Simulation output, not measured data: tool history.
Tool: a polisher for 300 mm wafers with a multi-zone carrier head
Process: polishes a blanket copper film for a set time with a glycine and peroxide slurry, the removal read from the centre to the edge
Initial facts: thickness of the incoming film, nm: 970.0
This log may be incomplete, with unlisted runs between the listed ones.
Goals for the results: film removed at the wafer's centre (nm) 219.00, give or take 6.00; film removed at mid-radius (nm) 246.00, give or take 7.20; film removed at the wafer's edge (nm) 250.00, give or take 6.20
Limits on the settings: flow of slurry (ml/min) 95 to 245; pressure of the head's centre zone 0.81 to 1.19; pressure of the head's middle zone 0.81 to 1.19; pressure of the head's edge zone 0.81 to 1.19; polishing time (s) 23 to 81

| run | hour | flow of slurry (ml/min) | pressure of the head's centre zone | pressure of the head's middle zone | pressure of the head's edge zone | polishing time (s) | film removed at the wafer's centre (nm) | film removed at mid-radius (nm) | film removed at the wafer's edge (nm) |
|---|---|---|---|---|---|---|---|---|---|
| 1 | 0.0 | 155 | 1.00 | 1.00 | 1.00 | 52 | 350.06 | 338.42 | 347.70 |
| 2 | 4.7 | 155 | 1.00 | 0.96 | 1.00 | 52 | 351.75 | 327.57 | 346.73 |
| 3 | 12.7 | 155 | 1.00 | 0.93 | 1.00 | 52 | 350.48 | 324.68 | 348.94 |
| 4 | 14.7 | 150 | 0.97 | 0.93 | 0.98 | 50 | 331.46 | 306.85 | 330.99 |
| 5 | 18.0 | 150 | 0.97 | 0.89 | 0.98 | 50 | 324.95 | 294.88 | 329.71 |
| 6 | 23.4 | 150 | 0.94 | 0.89 | 0.98 | 50 | 320.79 | 300.22 | 332.06 |
| 7 | 26.9 | 145 | 0.92 | 0.91 | 0.97 | 48 | 294.49 | 286.24 | 313.39 |
| 8 | 32.7 | 100 | 0.82 | 0.97 | 0.87 | 42 | 220.98 | 256.04 | 257.40 |
| 9 | 37.7 | 100 | 0.82 | 0.97 | 0.87 | 42 | 220.62 | 256.61 | 253.89 |

Which single option among these 5 for the next run brings every result within its allowed miss of target? Just one does.
| A | 42.7 | 95 | 0.81 | 1.01 | 0.84 | 42 | ? | ? | ? |
| B | 42.7 | 120 | 0.82 | 1.02 | 0.86 | 41 | ? | ? | ? |
| C | 42.7 | 100 | 0.84 | 0.99 | 0.88 | 42 | ? | ? | ? |
| D | 42.7 | 130 | 0.86 | 1.03 | 0.90 | 39 | ? | ? | ? |
| E | 42.7 | 180 | 0.81 | 0.93 | 0.86 | 39 | ? | ? | ? |

| move | film removed at the wafer's centre (nm) | film removed at mid-radius (nm) | film removed at the wafer's edge (nm) |
|---|---|---|---|
| A | 215.37 | 264.30 | 253.10 |
| B | 219.43 | 267.14 | 254.03 |
| C | 224.88 | 261.33 | 258.92 |
| D | 221.29 | 258.49 | 247.63 |
| E | 216.79 | 245.95 | 249.87 |
A: moves away from the targets compared with the last run
B: moves away from the targets compared with the last run
C: moves away from the targets compared with the last run
D: moves away from the targets compared with the last run
E: each result inside its tolerance
The move that meets every target is E.
